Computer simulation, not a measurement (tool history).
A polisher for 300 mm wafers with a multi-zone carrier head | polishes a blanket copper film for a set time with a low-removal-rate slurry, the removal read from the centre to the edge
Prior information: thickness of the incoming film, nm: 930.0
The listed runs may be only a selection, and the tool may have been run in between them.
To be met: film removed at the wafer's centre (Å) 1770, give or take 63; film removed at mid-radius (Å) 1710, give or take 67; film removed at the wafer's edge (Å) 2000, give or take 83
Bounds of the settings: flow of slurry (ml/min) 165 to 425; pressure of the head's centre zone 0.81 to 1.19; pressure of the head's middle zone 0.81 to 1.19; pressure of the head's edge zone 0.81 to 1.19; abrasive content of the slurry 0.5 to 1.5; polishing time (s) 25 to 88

run,hour,flow of slurry (ml/min),pressure of the head's centre zone,pressure of the head's middle zone,pressure of the head's edge zone,abrasive content of the slurry,polishing time (s),film removed at the wafer's centre (Å),film removed at mid-radius (Å),film removed at the wafer's edge (Å)
1,0,275,1,1,1,1,56,2577.3,2514.1,2513.1
2,8.3,270,0.99,0.98,1,0.95,55,2475,2397.5,2406.8
3,12.3,270,0.99,0.98,1,0.95,66,2910.5,2893.7,2938.1
4,13.6,265,0.98,0.96,1.01,0.9,64,2820.5,2720.5,2772.1
5,20.7,260,0.96,0.95,1.03,0.9,62,2624.1,2560.3,2743.4
6,26.1,255,0.95,0.94,1.03,0.85,61,2500,2476,2704.8
7,34.8,255,0.94,0.93,1.02,0.8,60,2432,2396.2,2630.4
8,39.7,255,0.93,0.92,1.01,0.75,59,2286.6,2264.2,2513.7
9,46.4,255,0.93,0.91,1,0.7,58,2214.8,2240.8,2447.4
10,54.6,255,0.93,0.9,1,0.7,57,2205.2,2159.3,2386.2
11,59.5,255,0.92,0.89,1,0.7,56,2141.4,2124.1,2331.2
12,67,250,0.92,0.88,1,0.7,55,2136.6,2056.1,2289.6
13,73.9,235,0.83,0.81,0.97,0.5,50,1599.3,1617.6,1945.9
14,82.8,240,0.84,0.81,0.97,0.5,50,1633.9,1614.3,1941.4
15,90.9,245,0.85,0.81,0.97,0.5,50,1646.5,1613.5,1912.1

Next run, 4 choices. One meets every target within its allowed miss, the rest don't. Which?
A,99,290,0.83,0.93,0.91,0.7,44,?,?,?
B,99,270,0.81,0.94,0.91,0.55,47,?,?,?
C,99,255,0.88,0.83,0.99,0.6,50,?,?,?
D,99,220,0.88,0.81,1.01,0.55,44,?,?,?

move,film removed at the wafer's centre (Å),film removed at mid-radius (Å),film removed at the wafer's edge (Å)
A,1556.4,1743,1781.1
B,1535.9,1780.3,1806.1
C,1790.2,1723.7,2024.2
D,1514.9,1433.3,1743.2
A: lands further from the targets than the last run did
B: lands further from the targets than the last run did
C: every result within its allowed miss
D: lands further from the targets than the last run did
The move that meets every target is C.
